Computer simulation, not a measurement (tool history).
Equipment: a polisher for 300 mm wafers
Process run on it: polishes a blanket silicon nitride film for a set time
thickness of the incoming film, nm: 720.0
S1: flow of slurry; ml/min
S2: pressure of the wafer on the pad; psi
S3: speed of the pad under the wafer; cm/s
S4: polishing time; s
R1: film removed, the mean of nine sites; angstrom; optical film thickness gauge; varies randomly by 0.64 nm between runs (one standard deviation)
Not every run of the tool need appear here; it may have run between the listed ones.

{"run": 1, "hour": 0.0, "S1": 305, "S2": 4.7, "S3": 86, "S4": 38, "R1": 902.89}
{"run": 2, "hour": 1.9, "S1": 305, "S2": 3.7, "S3": 86, "S4": 38, "R1": 708.71}
{"run": 3, "hour": 5.3, "S1": 355, "S2": 3.7, "S3": 86, "S4": 38, "R1": 721.13}
{"run": 4, "hour": 13.0, "S1": 355, "S2": 2.7, "S3": 86, "S4": 38, "R1": 529.06}
{"run": 5, "hour": 15.8, "S1": 355, "S2": 2.7, "S3": 68, "S4": 38, "R1": 440.25}
{"run": 6, "hour": 23.5, "S1": 355, "S2": 3.8, "S3": 68, "S4": 38, "R1": 612.99}
{"run": 7, "hour": 24.2, "S1": 360, "S2": 4.0, "S3": 68, "S4": 38, "R1": 640.01}

Run 8 has not been measured yet. What should we expect?
{"run": 8, "hour": 31.5, "S1": 360, "S2": 4.2, "S3": 68, "S4": 38, "R1": "?"}

{"run 8": {"R1": 671.81}}
